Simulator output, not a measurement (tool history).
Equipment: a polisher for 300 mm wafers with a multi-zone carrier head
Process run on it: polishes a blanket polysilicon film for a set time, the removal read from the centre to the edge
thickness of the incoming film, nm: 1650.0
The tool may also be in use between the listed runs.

| run | day | flow of slurry (ml/min) | pressure of the head's centre zone | pressure of the head's middle zone | pressure of the head's edge zone | polishing time (s) | film removed at the wafer's centre (angstrom) | film removed at mid-radius (angstrom) | film removed at the wafer's edge (angstrom) |
|---|---|---|---|---|---|---|---|---|---|
| 1 | 0.000 | 305 | 1.00 | 1.00 | 1.00 | 61 | 4600.9 | 4606.8 | 4528.7 |
| 2 | 0.225 | 305 | 1.08 | 1.00 | 1.00 | 61 | 4785.7 | 4594.9 | 4476.5 |
| 3 | 0.442 | 305 | 1.08 | 1.00 | 1.09 | 61 | 4739.3 | 4613.1 | 4671.2 |
| 4 | 0.704 | 300 | 1.03 | 1.04 | 1.03 | 54 | 4067.0 | 4204.8 | 4042.9 |
| 5 | 0.912 | 290 | 1.00 | 1.06 | 0.98 | 50 | 3710.7 | 3961.1 | 3636.3 |
| 6 | 1.262 | 290 | 1.00 | 1.06 | 0.98 | 63 | 4659.6 | 5005.0 | 4652.3 |
| 7 | 1.454 | 280 | 0.97 | 1.07 | 0.94 | 56 | 4033.3 | 4440.8 | 4027.7 |

The next listed run, before its measurement:
| 8 | 1.592 | 285 | 0.95 | 1.08 | 0.91 | 52 | ? | ? | ? |

{"run 8": {"film removed at the wafer's centre (angstrom)": 3692.6, "film removed at mid-radius (angstrom)": 4201.9, "film removed at the wafer's edge (angstrom)": 3613.7}}
